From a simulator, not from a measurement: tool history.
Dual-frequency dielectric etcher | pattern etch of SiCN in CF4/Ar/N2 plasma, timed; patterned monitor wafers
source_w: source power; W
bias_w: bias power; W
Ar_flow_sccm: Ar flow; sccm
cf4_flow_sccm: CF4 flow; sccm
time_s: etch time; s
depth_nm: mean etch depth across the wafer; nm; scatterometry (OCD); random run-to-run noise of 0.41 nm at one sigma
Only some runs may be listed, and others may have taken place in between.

Run 1, hour 0.0: source_w 490 W, bias_w 88 W, Ar_flow_sccm 133 sccm, cf4_flow_sccm 59 sccm, time_s 128.0 s. Result: depth_nm 108.770 nm.
Run 2, hour 5.5: source_w 490 W, bias_w 88 W, Ar_flow_sccm 133 sccm, cf4_flow_sccm 59 sccm, time_s 118.5 s. Result: depth_nm 100.010 nm.
Run 3, hour 8.6: source_w 470 W, bias_w 88 W, Ar_flow_sccm 133 sccm, cf4_flow_sccm 59 sccm, time_s 118.5 s. Result: depth_nm 95.231 nm.
Run 4, hour 14.1: source_w 430 W, bias_w 88 W, Ar_flow_sccm 133 sccm, cf4_flow_sccm 59 sccm, time_s 118.5 s. Result: depth_nm 87.855 nm.
Run 5, hour 18.5: source_w 430 W, bias_w 88 W, Ar_flow_sccm 133 sccm, cf4_flow_sccm 59 sccm, time_s 128.0 s. Result: depth_nm 94.420 nm.
Run 6, hour 24.3: source_w 430 W, bias_w 88 W, Ar_flow_sccm 133 sccm, cf4_flow_sccm 59 sccm, time_s 128.0 s. Result: depth_nm 94.991 nm.
Run 7, hour 28.1: source_w 420 W, bias_w 88 W, Ar_flow_sccm 133 sccm, cf4_flow_sccm 59 sccm, time_s 128.0 s. Result: depth_nm 92.394 nm.
Run 8, hour 33.7: source_w 420 W, bias_w 88 W, Ar_flow_sccm 133 sccm, cf4_flow_sccm 59 sccm, time_s 128.0 s. Result: depth_nm 91.620 nm.
At hour 34.8: source power generator calibrated.
Run 9, hour 34.8: source_w 410 W, bias_w 88 W, Ar_flow_sccm 133 sccm, cf4_flow_sccm 59 sccm, time_s 128.0 s. Result: depth_nm 93.322 nm.
Run 10, hour 35.4: source_w 400 W, bias_w 88 W, Ar_flow_sccm 133 sccm, cf4_flow_sccm 59 sccm, time_s 128.0 s. Result: depth_nm 91.563 nm.
Run 11, hour 43.7: source_w 390 W, bias_w 88 W, Ar_flow_sccm 133 sccm, cf4_flow_sccm 59 sccm, time_s 128.0 s. Result: depth_nm 88.646 nm.

For run 12, what comes out?
Run 12, hour 50.9: source_w 380 W, bias_w 88 W, Ar_flow_sccm 133 sccm, cf4_flow_sccm 59 sccm, time_s 128.0 s. Result: depth_nm ?.

depth_nm: 86.112 nm

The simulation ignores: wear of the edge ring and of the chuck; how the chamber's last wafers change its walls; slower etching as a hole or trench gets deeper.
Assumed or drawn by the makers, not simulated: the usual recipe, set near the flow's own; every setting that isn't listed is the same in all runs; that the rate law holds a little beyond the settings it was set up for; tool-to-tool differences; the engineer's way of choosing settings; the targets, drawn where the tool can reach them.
